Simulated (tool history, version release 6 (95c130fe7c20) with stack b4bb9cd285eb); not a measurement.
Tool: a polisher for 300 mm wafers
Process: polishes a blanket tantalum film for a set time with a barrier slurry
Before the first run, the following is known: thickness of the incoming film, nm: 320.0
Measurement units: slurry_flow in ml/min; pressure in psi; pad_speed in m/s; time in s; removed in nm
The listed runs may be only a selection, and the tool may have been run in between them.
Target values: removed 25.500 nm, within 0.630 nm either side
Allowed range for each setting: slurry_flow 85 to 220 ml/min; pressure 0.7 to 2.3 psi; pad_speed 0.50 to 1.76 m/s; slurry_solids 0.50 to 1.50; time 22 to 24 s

run,day,slurry_flow,pressure,pad_speed,slurry_solids,time,removed
1,0.000,140,1.5,1.12,1.00,24,35.342
2,0.329,130,1.4,1.12,1.00,24,31.850
3,0.654,120,1.3,1.12,1.00,24,30.190
4,0.708,120,1.3,1.12,0.85,24,28.272
5,0.925,155,1.3,1.12,0.85,24,29.995
6,1.158,145,1.3,1.12,0.85,24,29.377
7,1.354,135,1.3,1.12,0.85,24,28.922
8,1.521,125,1.3,1.12,0.85,24,28.827
9,1.871,120,1.3,1.12,0.85,24,28.788
10,2.050,115,1.3,1.12,0.85,24,28.662
11,2.262,95,1.1,1.12,0.85,24,23.850
12,2.608,95,1.1,1.12,0.85,24,24.062
13,2.817,100,1.1,1.12,0.85,24,23.985
14,3.083,105,1.1,1.12,0.85,24,24.198
15,3.312,110,1.1,1.12,0.85,24,24.667

Which single option among these 4 for the next run brings every result within its allowed miss of target? Just one does.
A,3.542,110,1.4,0.86,0.90,24,?
B,3.542,95,1.9,0.84,0.65,22,?
C,3.542,120,1.1,1.10,0.95,23,?
D,3.542,145,1.5,0.98,0.55,24,?

move,removed
A,23.504
B,24.254
C,24.071
D,25.590
A: moves away from the targets compared with the last run
B: moves away from the targets compared with the last run
C: moves away from the targets compared with the last run
D: in spec on every target
The move that meets every target is D.
